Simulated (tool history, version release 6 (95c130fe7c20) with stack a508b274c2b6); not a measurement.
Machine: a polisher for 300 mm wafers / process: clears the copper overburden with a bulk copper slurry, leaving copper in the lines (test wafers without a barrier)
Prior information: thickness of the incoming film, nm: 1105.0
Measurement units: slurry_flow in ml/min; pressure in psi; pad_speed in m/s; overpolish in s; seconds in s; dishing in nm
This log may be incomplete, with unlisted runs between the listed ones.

run    day  slurry_flow  pressure  pad_speed  slurry_solids  overpolish  seconds  dishing
  1  0.000          310       2.1       1.04           1.00          17   152.22   53.703
  2  0.104          310       2.1       1.04           1.00          11   145.93   39.909
  3  0.371          310       2.0       1.02           1.00          10   158.89   36.178
  4  0.688          245       2.0       1.02           1.00          10   165.42   35.892
  5  0.908          245       2.3       1.02           1.00          10   145.05   41.075
  6  1.025          245       2.8       1.02           1.00          10   121.07   45.912
  7  1.246          245       2.2       0.82           1.00           5   186.83   19.400
  8  1.450          205       1.6       0.70           0.85          13   303.80   26.262
  9  1.767          215       1.6       0.70           0.85          13   302.29   27.049
 10  1.883          225       1.6       0.70           0.90          13   303.05   27.633
 11  2.221          225       1.6       0.70           0.90          12   307.91   25.867
 12  2.333          230       1.8       0.68           0.90          10   278.35   24.006
 13  2.571          235       1.9       0.64           0.90           5   281.83   13.459
 14  2.733          235       1.9       0.64           0.90           5   271.59   13.537

Run 15 has not been measured yet. What should we expect?
 15  2.754          235       2.0       0.60           0.90          13        ?        ?

seconds: 282.78 s
dishing: 29.391 nm

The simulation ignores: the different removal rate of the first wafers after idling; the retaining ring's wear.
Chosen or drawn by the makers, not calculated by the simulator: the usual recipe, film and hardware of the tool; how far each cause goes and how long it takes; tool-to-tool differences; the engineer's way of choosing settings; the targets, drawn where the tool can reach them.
